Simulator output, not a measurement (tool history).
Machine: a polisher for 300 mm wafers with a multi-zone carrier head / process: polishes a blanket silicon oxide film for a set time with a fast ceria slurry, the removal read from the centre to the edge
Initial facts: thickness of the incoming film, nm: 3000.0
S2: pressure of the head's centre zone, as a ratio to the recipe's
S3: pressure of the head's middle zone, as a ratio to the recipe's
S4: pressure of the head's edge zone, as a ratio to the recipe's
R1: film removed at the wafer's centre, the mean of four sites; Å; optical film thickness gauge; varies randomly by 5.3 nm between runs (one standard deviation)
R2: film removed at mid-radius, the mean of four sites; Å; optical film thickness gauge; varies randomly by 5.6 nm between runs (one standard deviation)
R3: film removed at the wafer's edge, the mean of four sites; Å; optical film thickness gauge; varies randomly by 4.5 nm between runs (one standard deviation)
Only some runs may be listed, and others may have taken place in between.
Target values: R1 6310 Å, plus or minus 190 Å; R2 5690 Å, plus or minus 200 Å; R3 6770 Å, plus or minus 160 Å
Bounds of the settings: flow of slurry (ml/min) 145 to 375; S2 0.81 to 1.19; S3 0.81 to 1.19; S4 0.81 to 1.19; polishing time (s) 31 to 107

run 1 day=0 | flow_of_slurry_(ml/min)=240 S2=1 S3=1 S4=1 polishing_time_(s)=69 | R1=5641 R2=5542.5 R3=5575.9
run 2 day=0.308 | flow_of_slurry_(ml/min)=265 S2=1 S3=1 S4=1 polishing_time_(s)=69 | R1=5697.1 R2=5640.7 R3=5612.7
run 3 day=0.354 | flow_of_slurry_(ml/min)=265 S2=1 S3=1 S4=1.05 polishing_time_(s)=69 | R1=5656.1 R2=5734.3 R3=5693.9
run 4 day=0.471 | flow_of_slurry_(ml/min)=260 S2=1 S3=0.98 S4=1.06 polishing_time_(s)=70 | R1=5719.5 R2=5640.8 R3=5796.5
run 5 day=0.696 | flow_of_slurry_(ml/min)=260 S2=1 S3=0.98 S4=1.06 polishing_time_(s)=84 | R1=6890.5 R2=6923.6 R3=6927.3
run 6 day=0.904 | flow_of_slurry_(ml/min)=250 S2=1 S3=0.96 S4=1.06 polishing_time_(s)=84 | R1=6777.7 R2=6666 R3=6977.7
run 7 day=1.079 | flow_of_slurry_(ml/min)=245 S2=1 S3=0.95 S4=1.05 polishing_time_(s)=84 | R1=6767.9 R2=6571.3 R3=6914.2
run 8 day=1.308 | flow_of_slurry_(ml/min)=240 S2=1 S3=0.94 S4=1.05 polishing_time_(s)=84 | R1=6776.3 R2=6387.2 R3=6849.7

Exercise: of the 4 proposed moves below, exactly one satisfies all targets within the stated allowed misses. Which move is it?
run A day=1.538 | flow_of_slurry_(ml/min)=280 S2=0.92 S3=0.88 S4=1.05 polishing_time_(s)=82 | R1=? R2=? R3=?
run B day=1.538 | flow_of_slurry_(ml/min)=285 S2=0.96 S3=1.04 S4=1.17 polishing_time_(s)=80 | R1=? R2=? R3=?
run C day=1.538 | flow_of_slurry_(ml/min)=235 S2=1.15 S3=0.96 S4=0.96 polishing_time_(s)=83 | R1=? R2=? R3=?
run D day=1.538 | flow_of_slurry_(ml/min)=220 S2=0.94 S3=0.83 S4=1.05 polishing_time_(s)=83 | R1=? R2=? R3=?

move=A R1=6336.4 R2=6179.4 R3=6919.3
move=B R1=6419.3 R2=6944.4 R3=7071.7
move=C R1=7566 R2=6598 R3=6649.9
move=D R1=6341.3 R2=5809.4 R3=6874.5
A: nearer than the last run, and not there yet
B: its largest miss is bigger than the last run's
C: its largest miss is bigger than the last run's
D: every result within its allowed miss
D meets every target.

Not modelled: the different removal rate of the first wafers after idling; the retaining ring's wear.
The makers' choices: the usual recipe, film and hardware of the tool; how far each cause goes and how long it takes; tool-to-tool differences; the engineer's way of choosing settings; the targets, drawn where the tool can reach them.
